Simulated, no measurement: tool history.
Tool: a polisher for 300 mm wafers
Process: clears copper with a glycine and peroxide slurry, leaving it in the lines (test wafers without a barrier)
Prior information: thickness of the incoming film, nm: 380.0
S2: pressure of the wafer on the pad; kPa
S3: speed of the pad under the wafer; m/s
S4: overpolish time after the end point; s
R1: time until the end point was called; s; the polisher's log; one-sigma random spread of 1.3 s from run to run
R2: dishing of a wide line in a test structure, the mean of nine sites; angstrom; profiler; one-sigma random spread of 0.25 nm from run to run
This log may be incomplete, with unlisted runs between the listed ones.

Run 1, day 0.000: flow of slurry (ml/min) 245, S2 17.9 kPa, S3 0.88 m/s, S4 13 s. Result: R1 87.069 s, R2 386.46 angstrom.
Run 2, day 0.308: flow of slurry (ml/min) 235, S2 15.9 kPa, S3 0.94 m/s, S4 11 s. Result: R1 89.527 s, R2 322.17 angstrom.
Run 3, day 0.508: flow of slurry (ml/min) 235, S2 15.9 kPa, S3 1.08 m/s, S4 11 s. Result: R1 78.922 s, R2 372.46 angstrom.
Run 4, day 0.792: flow of slurry (ml/min) 235, S2 15.9 kPa, S3 1.16 m/s, S4 11 s. Result: R1 75.511 s, R2 384.99 angstrom.
Run 5, day 1.012: flow of slurry (ml/min) 260, S2 15.9 kPa, S3 1.16 m/s, S4 11 s. Result: R1 76.516 s, R2 383.72 angstrom.
Run 6, day 1.354: flow of slurry (ml/min) 310, S2 15.9 kPa, S3 1.16 m/s, S4 11 s. Result: R1 72.230 s, R2 372.25 angstrom.
Run 7, day 1.583: flow of slurry (ml/min) 325, S2 15.2 kPa, S3 1.08 m/s, S4 9 s. Result: R1 81.742 s, R2 299.14 angstrom.
Run 8, day 1.721: flow of slurry (ml/min) 325, S2 15.2 kPa, S3 1.08 m/s, S4 9 s. Result: R1 81.197 s, R2 296.52 angstrom.
Run 9, day 1.800: flow of slurry (ml/min) 325, S2 15.2 kPa, S3 1.08 m/s, S4 9 s. Result: R1 81.123 s, R2 292.80 angstrom.
Run 10, day 1.871: flow of slurry (ml/min) 340, S2 14.5 kPa, S3 1.04 m/s, S4 8 s. Result: R1 84.503 s, R2 264.11 angstrom.
Run 11, day 2.033: flow of slurry (ml/min) 350, S2 13.8 kPa, S3 1.00 m/s, S4 7 s. Result: R1 89.228 s, R2 215.54 angstrom.
Run 12, day 2.321: flow of slurry (ml/min) 355, S2 12.4 kPa, S3 1.00 m/s, S4 6 s. Result: R1 95.706 s, R2 176.21 angstrom.
Run 13, day 2.525: flow of slurry (ml/min) 360, S2 11.7 kPa, S3 1.02 m/s, S4 6 s. Result: R1 99.284 s, R2 177.22 angstrom.
Run 14, day 2.729: flow of slurry (ml/min) 365, S2 11.0 kPa, S3 1.06 m/s, S4 6 s. Result: R1 99.519 s, R2 170.68 angstrom.
Run 15, day 2.771: flow of slurry (ml/min) 370, S2 10.3 kPa, S3 1.08 m/s, S4 6 s. Result: R1 99.435 s, R2 164.71 angstrom.
Run 16, day 3.062: flow of slurry (ml/min) 370, S2 9.7 kPa, S3 1.10 m/s, S4 6 s. Result: R1 106.240 s, R2 163.51 angstrom.
Run 17, day 3.092: flow of slurry (ml/min) 370, S2 10.3 kPa, S3 1.00 m/s, S4 6 s. Result: R1 108.800 s, R2 159.55 angstrom.

Run 18 is up next; what results do you expect?
Run 18, day 3.346: flow of slurry (ml/min) 370, S2 9.7 kPa, S3 1.04 m/s, S4 6 s. Result: R1 ?, R2 ?.

{"run 18": {"R1": 107.8, "R2": 152.53}}

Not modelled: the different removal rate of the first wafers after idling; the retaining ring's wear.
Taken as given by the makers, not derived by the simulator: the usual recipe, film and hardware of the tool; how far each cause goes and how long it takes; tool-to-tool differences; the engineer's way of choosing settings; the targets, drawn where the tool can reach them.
